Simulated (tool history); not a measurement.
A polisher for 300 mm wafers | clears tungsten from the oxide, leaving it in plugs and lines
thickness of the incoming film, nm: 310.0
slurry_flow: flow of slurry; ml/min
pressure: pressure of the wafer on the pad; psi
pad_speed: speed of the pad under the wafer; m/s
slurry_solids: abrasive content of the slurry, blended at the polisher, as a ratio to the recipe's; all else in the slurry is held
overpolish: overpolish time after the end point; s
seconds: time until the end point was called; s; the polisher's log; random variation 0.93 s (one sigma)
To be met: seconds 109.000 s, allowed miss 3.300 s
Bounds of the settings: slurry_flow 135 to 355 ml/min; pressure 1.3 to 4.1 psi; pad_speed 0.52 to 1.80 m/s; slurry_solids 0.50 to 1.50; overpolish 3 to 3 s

Run 1, hour 0.0: slurry_flow 225 ml/min, pressure 2.7 psi, pad_speed 1.16 m/s, slurry_solids 1.00, overpolish 3 s. Result: seconds 74.646 s.
Run 2, hour 2.1: slurry_flow 225 ml/min, pressure 2.6 psi, pad_speed 1.16 m/s, slurry_solids 1.00, overpolish 3 s. Result: seconds 77.248 s.
Run 3, hour 2.8: slurry_flow 225 ml/min, pressure 2.5 psi, pad_speed 1.16 m/s, slurry_solids 1.00, overpolish 3 s. Result: seconds 78.809 s.
Run 4, hour 11.5: slurry_flow 225 ml/min, pressure 2.5 psi, pad_speed 1.16 m/s, slurry_solids 0.80, overpolish 3 s. Result: seconds 83.121 s.
Run 5, hour 17.8: slurry_flow 225 ml/min, pressure 2.5 psi, pad_speed 0.90 m/s, slurry_solids 0.80, overpolish 3 s. Result: seconds 104.310 s.
Run 6, hour 19.1: slurry_flow 225 ml/min, pressure 2.5 psi, pad_speed 0.64 m/s, slurry_solids 0.80, overpolish 3 s. Result: seconds 138.150 s.
Run 7, hour 20.4: slurry_flow 225 ml/min, pressure 2.5 psi, pad_speed 0.64 m/s, slurry_solids 0.80, overpolish 3 s. Result: seconds 134.080 s.
Run 8, hour 21.5: slurry_flow 225 ml/min, pressure 2.6 psi, pad_speed 0.64 m/s, slurry_solids 0.80, overpolish 3 s. Result: seconds 130.090 s.

4 next moves are on the table. One of them brings every result within its allowed miss. Which?
Run A, hour 22.6: slurry_flow 275 ml/min, pressure 1.9 psi, pad_speed 0.76 m/s, slurry_solids 0.75, overpolish 3 s. Result: seconds ?.
Run B, hour 22.6: slurry_flow 170 ml/min, pressure 2.6 psi, pad_speed 0.58 m/s, slurry_solids 0.80, overpolish 3 s. Result: seconds ?.
Run C, hour 22.6: slurry_flow 230 ml/min, pressure 2.6 psi, pad_speed 0.78 m/s, slurry_solids 0.55, overpolish 3 s. Result: seconds ?.
Run D, hour 22.6: slurry_flow 250 ml/min, pressure 2.4 psi, pad_speed 0.90 m/s, slurry_solids 0.70, overpolish 3 s. Result: seconds ?.

move  seconds
   A  151.900
   B  145.120
   C  120.740
   D  108.910
A: further off than the last run
B: further off than the last run
C: nearer than the last run, and not there yet
D: meets every target
Move D is the one to make.

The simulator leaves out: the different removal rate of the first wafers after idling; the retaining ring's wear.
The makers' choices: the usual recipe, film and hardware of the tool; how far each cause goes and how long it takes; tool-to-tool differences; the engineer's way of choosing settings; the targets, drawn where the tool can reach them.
